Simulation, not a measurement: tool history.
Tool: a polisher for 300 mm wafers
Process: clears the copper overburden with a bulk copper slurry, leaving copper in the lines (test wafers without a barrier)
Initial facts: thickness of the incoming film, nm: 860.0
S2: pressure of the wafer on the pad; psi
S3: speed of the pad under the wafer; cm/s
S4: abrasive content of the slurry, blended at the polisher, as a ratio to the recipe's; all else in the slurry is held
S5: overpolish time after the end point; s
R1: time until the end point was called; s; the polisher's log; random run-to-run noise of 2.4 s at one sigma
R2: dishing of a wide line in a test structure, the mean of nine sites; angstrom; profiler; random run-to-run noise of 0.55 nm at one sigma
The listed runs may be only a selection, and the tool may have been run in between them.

{"run": 1, "hour": 0.0, "flow of slurry (ml/min)": 290, "S2": 3.1, "S3": 116, "S4": 1, "S5": 23, "R1": 75.248, "R2": 407.35}
{"run": 2, "hour": 5.3, "flow of slurry (ml/min)": 240, "S2": 3.1, "S3": 116, "S4": 1, "S5": 23, "R1": 78.181, "R2": 401.67}
{"run": 3, "hour": 8.3, "flow of slurry (ml/min)": 240, "S2": 3.8, "S3": 116, "S4": 1, "S5": 23, "R1": 64.335, "R2": 416.02}
{"run": 4, "hour": 14.5, "flow of slurry (ml/min)": 240, "S2": 3.8, "S3": 102, "S4": 1, "S5": 23, "R1": 75.662, "R2": 406.96}
{"run": 5, "hour": 17.5, "flow of slurry (ml/min)": 235, "S2": 3.5, "S3": 100, "S4": 1, "S5": 21, "R1": 81.963, "R2": 393.4}
{"run": 6, "hour": 20.1, "flow of slurry (ml/min)": 235, "S2": 3.5, "S3": 100, "S4": 1, "S5": 28, "R1": 79.74, "R2": 405.05}
{"run": 7, "hour": 24.5, "flow of slurry (ml/min)": 230, "S2": 3.2, "S3": 98, "S4": 1, "S5": 27, "R1": 87.931, "R2": 406.86}
{"run": 8, "hour": 32.8, "flow of slurry (ml/min)": 230, "S2": 3, "S3": 96, "S4": 1, "S5": 24, "R1": 93.052, "R2": 396.85}
{"run": 9, "hour": 37.7, "flow of slurry (ml/min)": 225, "S2": 2.8, "S3": 94, "S4": 1, "S5": 22, "R1": 100.56, "R2": 391.21}
{"run": 10, "hour": 41.0, "flow of slurry (ml/min)": 220, "S2": 2.7, "S3": 92, "S4": 1, "S5": 20, "R1": 108.39, "R2": 393.17}
{"run": 11, "hour": 43.6, "flow of slurry (ml/min)": 215, "S2": 2.6, "S3": 92, "S4": 1, "S5": 17, "R1": 110.76, "R2": 377.8}

Estimate the outcome of run 12 from the log above:
{"run": 12, "hour": 44.6, "flow of slurry (ml/min)": 215, "S2": 2.5, "S3": 92, "S4": 1, "S5": 17, "R1": "?", "R2": "?"}

Logged for run 12: R1 111.2 s, R2 371.26 angstrom.

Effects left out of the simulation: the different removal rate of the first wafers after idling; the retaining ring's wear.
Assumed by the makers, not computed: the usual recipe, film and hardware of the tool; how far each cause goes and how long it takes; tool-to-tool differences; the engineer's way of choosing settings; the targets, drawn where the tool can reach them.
